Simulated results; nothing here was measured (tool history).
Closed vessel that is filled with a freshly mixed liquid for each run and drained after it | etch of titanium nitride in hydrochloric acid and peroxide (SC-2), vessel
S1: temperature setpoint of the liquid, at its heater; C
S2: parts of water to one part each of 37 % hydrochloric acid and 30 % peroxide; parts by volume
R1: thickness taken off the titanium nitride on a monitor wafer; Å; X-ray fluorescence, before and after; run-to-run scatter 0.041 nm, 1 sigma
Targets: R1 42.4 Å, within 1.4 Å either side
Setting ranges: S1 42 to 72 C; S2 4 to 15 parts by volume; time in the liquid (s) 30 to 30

{"run": 1, "hour": 0.0, "S1": 58, "S2": 8.5, "time in the liquid (s)": 30, "R1": 27.198}
{"run": 2, "hour": 4.4, "S1": 51.5, "S2": 8.5, "time in the liquid (s)": 30, "R1": 17.595}
{"run": 3, "hour": 7.3, "S1": 51.5, "S2": 6.5, "time in the liquid (s)": 30, "R1": 21.172}
{"run": 4, "hour": 14.5, "S1": 45, "S2": 6.5, "time in the liquid (s)": 30, "R1": 14.11}
{"run": 5, "hour": 18.7, "S1": 42, "S2": 6.5, "time in the liquid (s)": 30, "R1": 11.157}
{"hour": 25.7, "done": "chemicals flow meter replaced"}
{"run": 6, "hour": 25.7, "S1": 47.5, "S2": 6.5, "time in the liquid (s)": 30, "R1": 16.01}
{"run": 7, "hour": 28.6, "S1": 51.5, "S2": 6.5, "time in the liquid (s)": 30, "R1": 20.77}
{"run": 8, "hour": 34.7, "S1": 51.5, "S2": 6.5, "time in the liquid (s)": 30, "R1": 20.727}
{"run": 9, "hour": 42.2, "S1": 54.5, "S2": 6.5, "time in the liquid (s)": 30, "R1": 25.333}
{"run": 10, "hour": 47.9, "S1": 56.5, "S2": 6.5, "time in the liquid (s)": 30, "R1": 28.732}
{"run": 11, "hour": 54.6, "S1": 64, "S2": 6.5, "time in the liquid (s)": 30, "R1": 46.293}
{"run": 12, "hour": 60.3, "S1": 63.5, "S2": 6.5, "time in the liquid (s)": 30, "R1": 44.869}

Which single option among these 4 for the next run brings every result within its allowed miss of target? Just one does.
{"run": "A", "hour": 66.0, "S1": 63, "S2": 5.5, "time in the liquid (s)": 30, "R1": "?"}
{"run": "B", "hour": 66.0, "S1": 65.5, "S2": 6.5, "time in the liquid (s)": 30, "R1": "?"}
{"run": "C", "hour": 66.0, "S1": 61.5, "S2": 6, "time in the liquid (s)": 30, "R1": "?"}
{"run": "D", "hour": 66.0, "S1": 65, "S2": 7, "time in the liquid (s)": 30, "R1": "?"}

move=A R1=49.646
move=B R1=51.043
move=C R1=42.417
move=D R1=46.764
A: the biggest miss grows against the last run
B: the biggest miss grows against the last run
C: hits every target within its allowed miss
D: the biggest miss grows against the last run
The move that meets every target is C.
